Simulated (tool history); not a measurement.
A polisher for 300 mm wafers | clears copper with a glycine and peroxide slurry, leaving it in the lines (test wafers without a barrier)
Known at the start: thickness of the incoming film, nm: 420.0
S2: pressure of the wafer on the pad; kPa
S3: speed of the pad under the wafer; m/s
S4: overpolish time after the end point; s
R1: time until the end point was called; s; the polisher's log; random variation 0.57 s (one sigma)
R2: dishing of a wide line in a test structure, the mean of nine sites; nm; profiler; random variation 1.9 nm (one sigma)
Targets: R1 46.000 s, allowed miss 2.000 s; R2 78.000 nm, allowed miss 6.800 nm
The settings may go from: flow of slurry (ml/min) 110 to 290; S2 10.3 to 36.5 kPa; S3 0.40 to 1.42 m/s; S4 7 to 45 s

Run 1, hour 0.0: flow of slurry (ml/min) 185, S2 23.4 kPa, S3 0.90 m/s, S4 23 s. Result: R1 63.150 s, R2 62.083 nm.
Run 2, hour 1.0: flow of slurry (ml/min) 185, S2 24.8 kPa, S3 0.90 m/s, S4 24 s. Result: R1 59.402 s, R2 63.844 nm.
Run 3, hour 8.4: flow of slurry (ml/min) 185, S2 24.8 kPa, S3 1.02 m/s, S4 24 s. Result: R1 54.650 s, R2 66.856 nm.
Run 4, hour 16.4: flow of slurry (ml/min) 185, S2 19.3 kPa, S3 1.02 m/s, S4 24 s. Result: R1 67.523 s, R2 62.112 nm.
Run 5, hour 20.4: flow of slurry (ml/min) 205, S2 19.3 kPa, S3 1.02 m/s, S4 24 s. Result: R1 67.176 s, R2 60.474 nm.
Run 6, hour 26.7: flow of slurry (ml/min) 205, S2 19.3 kPa, S3 0.86 m/s, S4 24 s. Result: R1 77.621 s, R2 61.356 nm.
Run 7, hour 32.2: flow of slurry (ml/min) 205, S2 21.4 kPa, S3 0.86 m/s, S4 25 s. Result: R1 71.375 s, R2 65.619 nm.
Run 8, hour 40.1: flow of slurry (ml/min) 205, S2 23.4 kPa, S3 0.86 m/s, S4 25 s. Result: R1 66.019 s, R2 64.544 nm.
Run 9, hour 44.6: flow of slurry (ml/min) 205, S2 24.8 kPa, S3 0.86 m/s, S4 26 s. Result: R1 63.095 s, R2 65.077 nm.
Run 10, hour 50.5: flow of slurry (ml/min) 205, S2 26.2 kPa, S3 0.86 m/s, S4 27 s. Result: R1 59.106 s, R2 69.714 nm.
Run 11, hour 55.3: flow of slurry (ml/min) 205, S2 27.6 kPa, S3 0.86 m/s, S4 27 s. Result: R1 57.562 s, R2 73.501 nm.
Run 12, hour 59.9: flow of slurry (ml/min) 210, S2 34.5 kPa, S3 0.90 m/s, S4 21 s. Result: R1 45.716 s, R2 68.541 nm.
Run 13, hour 60.9: flow of slurry (ml/min) 210, S2 34.5 kPa, S3 0.90 m/s, S4 22 s. Result: R1 45.285 s, R2 68.758 nm.

Which of these 4 next moves meets every target?
Run A, hour 61.9: flow of slurry (ml/min) 210, S2 35.9 kPa, S3 0.92 m/s, S4 16 s. Result: R1 ?, R2 ?.
Run B, hour 61.9: flow of slurry (ml/min) 220, S2 29.6 kPa, S3 1.02 m/s, S4 30 s. Result: R1 ?, R2 ?.
Run C, hour 61.9: flow of slurry (ml/min) 185, S2 35.9 kPa, S3 0.84 m/s, S4 15 s. Result: R1 ?, R2 ?.
Run D, hour 61.9: flow of slurry (ml/min) 265, S2 30.3 kPa, S3 1.06 m/s, S4 14 s. Result: R1 ?, R2 ?.

move      R1      R2
   A  42.102  63.513
   B  45.444  75.097
   C  46.234  59.371
   D  42.198  59.413
A: further off than the last run
B: meets every target
C: further off than the last run
D: further off than the last run
Move B is the one to make.

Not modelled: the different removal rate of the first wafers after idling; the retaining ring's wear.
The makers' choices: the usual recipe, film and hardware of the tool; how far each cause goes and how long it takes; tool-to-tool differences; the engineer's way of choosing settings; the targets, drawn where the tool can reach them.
